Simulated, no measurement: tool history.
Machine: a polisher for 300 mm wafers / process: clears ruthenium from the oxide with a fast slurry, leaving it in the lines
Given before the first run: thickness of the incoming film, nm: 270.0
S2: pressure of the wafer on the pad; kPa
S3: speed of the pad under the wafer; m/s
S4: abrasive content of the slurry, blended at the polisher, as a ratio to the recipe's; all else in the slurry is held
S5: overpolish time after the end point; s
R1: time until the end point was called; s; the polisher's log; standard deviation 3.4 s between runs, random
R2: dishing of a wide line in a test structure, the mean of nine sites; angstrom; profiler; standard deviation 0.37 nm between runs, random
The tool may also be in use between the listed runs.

{"run": 1, "hour": 0.0, "flow of slurry (ml/min)": 275, "S2": 11.7, "S3": 1.24, "S4": 1.0, "S5": 28, "R1": 86.904, "R2": 714.59}
{"run": 2, "hour": 8.0, "flow of slurry (ml/min)": 235, "S2": 11.7, "S3": 1.24, "S4": 1.0, "S5": 28, "R1": 86.673, "R2": 730.37}
{"run": 3, "hour": 14.1, "flow of slurry (ml/min)": 290, "S2": 11.0, "S3": 1.06, "S4": 1.0, "S5": 22, "R1": 107.04, "R2": 521.39}
{"run": 4, "hour": 18.8, "flow of slurry (ml/min)": 290, "S2": 11.0, "S3": 1.06, "S4": 1.1, "S5": 22, "R1": 102.05, "R2": 517.74}
{"run": 5, "hour": 23.5, "flow of slurry (ml/min)": 290, "S2": 11.0, "S3": 1.06, "S4": 1.1, "S5": 13, "R1": 103.44, "R2": 345.27}
{"run": 6, "hour": 29.3, "flow of slurry (ml/min)": 290, "S2": 11.0, "S3": 0.82, "S4": 1.1, "S5": 13, "R1": 127.96, "R2": 276.7}
{"run": 7, "hour": 32.5, "flow of slurry (ml/min)": 285, "S2": 9.7, "S3": 0.82, "S4": 1.1, "S5": 13, "R1": 148.4, "R2": 249.19}
{"run": 8, "hour": 39.1, "flow of slurry (ml/min)": 275, "S2": 9.0, "S3": 0.82, "S4": 1.05, "S5": 14, "R1": 167.64, "R2": 242.9}

Expected results for the next run?
{"run": 9, "hour": 42.1, "flow of slurry (ml/min)": 270, "S2": 9.0, "S3": 0.82, "S4": 1.05, "S5": 14, "R1": "?", "R2": "?"}

R1: 165.280 s
R2: 239.64 angstrom

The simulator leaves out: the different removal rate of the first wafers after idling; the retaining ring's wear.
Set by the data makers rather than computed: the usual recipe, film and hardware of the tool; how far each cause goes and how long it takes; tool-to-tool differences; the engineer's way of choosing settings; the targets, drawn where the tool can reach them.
